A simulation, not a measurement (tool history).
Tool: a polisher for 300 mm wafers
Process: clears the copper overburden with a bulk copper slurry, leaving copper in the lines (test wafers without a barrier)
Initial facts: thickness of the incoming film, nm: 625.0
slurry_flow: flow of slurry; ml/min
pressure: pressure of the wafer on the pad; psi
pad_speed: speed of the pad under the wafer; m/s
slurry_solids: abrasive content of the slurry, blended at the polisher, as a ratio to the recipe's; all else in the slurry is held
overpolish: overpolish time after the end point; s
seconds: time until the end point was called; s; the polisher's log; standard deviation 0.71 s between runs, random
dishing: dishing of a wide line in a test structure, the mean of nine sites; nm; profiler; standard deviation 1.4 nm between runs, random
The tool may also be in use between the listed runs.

Run 1, hour 0.0: slurry_flow 215 ml/min, pressure 2.0 psi, pad_speed 0.90 m/s, slurry_solids 1.0, overpolish 26 s. Result: seconds 112.73 s, dishing 80.745 nm.
Run 2, hour 8.3: slurry_flow 220 ml/min, pressure 2.1 psi, pad_speed 0.90 m/s, slurry_solids 1.0, overpolish 24 s. Result: seconds 108.33 s, dishing 78.461 nm.
Run 3, hour 11.0: slurry_flow 220 ml/min, pressure 2.1 psi, pad_speed 0.74 m/s, slurry_solids 1.0, overpolish 24 s. Result: seconds 129.99 s, dishing 67.476 nm.
Run 4, hour 17.8: slurry_flow 220 ml/min, pressure 2.1 psi, pad_speed 0.94 m/s, slurry_solids 1.0, overpolish 24 s. Result: seconds 101.60 s, dishing 75.182 nm.
Run 5, hour 20.4: slurry_flow 225 ml/min, pressure 2.1 psi, pad_speed 0.94 m/s, slurry_solids 1.0, overpolish 23 s. Result: seconds 101.28 s, dishing 78.027 nm.
Run 6, hour 25.5: slurry_flow 200 ml/min, pressure 2.1 psi, pad_speed 0.94 m/s, slurry_solids 1.0, overpolish 23 s. Result: seconds 103.76 s, dishing 77.111 nm.
Run 7, hour 30.5: slurry_flow 210 ml/min, pressure 2.1 psi, pad_speed 0.94 m/s, slurry_solids 1.0, overpolish 22 s. Result: seconds 102.25 s, dishing 75.752 nm.

The next listed run, before its measurement:
Run 8, hour 33.4: slurry_flow 270 ml/min, pressure 2.3 psi, pad_speed 0.94 m/s, slurry_solids 1.0, overpolish 14 s. Result: seconds ?, dishing ?.

{"run 8": {"seconds": 91.7, "dishing": 58.611}}
